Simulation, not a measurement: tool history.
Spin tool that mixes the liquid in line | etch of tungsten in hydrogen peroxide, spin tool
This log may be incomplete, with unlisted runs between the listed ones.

run	hour	temperature setpoint of the liquid (C)	concentration of hydrogen peroxide in the mixed liquid (% by weight)	time under the liquid (s)	thickness taken off the tungsten on a monitor wafer (nm)
1	0	51	24.5	15	15.223
2	4	50	24.5	15	14.365
3	5.3	50	19.5	15	12.863
4	9.3	50	23	15	13.891
5	18.1	50	23	15	14.046
6	24.8	50	20	15	12.943
7	32.1	49.5	20	15	12.706
8	39	49	20	15	12.209
9	45.3	48.5	20	15	11.898
10	46.7	48	20	15	11.409
11	51.6	47.5	20	15	11.18
12	52.4	47	20	15	10.772
13	56.1	46.5	20	15	10.564

Run 14 comes next. What will it give?
14	64.2	46	20	15	?

{"run 14": {"thickness taken off the tungsten on a monitor wafer (nm)": 10.045}}

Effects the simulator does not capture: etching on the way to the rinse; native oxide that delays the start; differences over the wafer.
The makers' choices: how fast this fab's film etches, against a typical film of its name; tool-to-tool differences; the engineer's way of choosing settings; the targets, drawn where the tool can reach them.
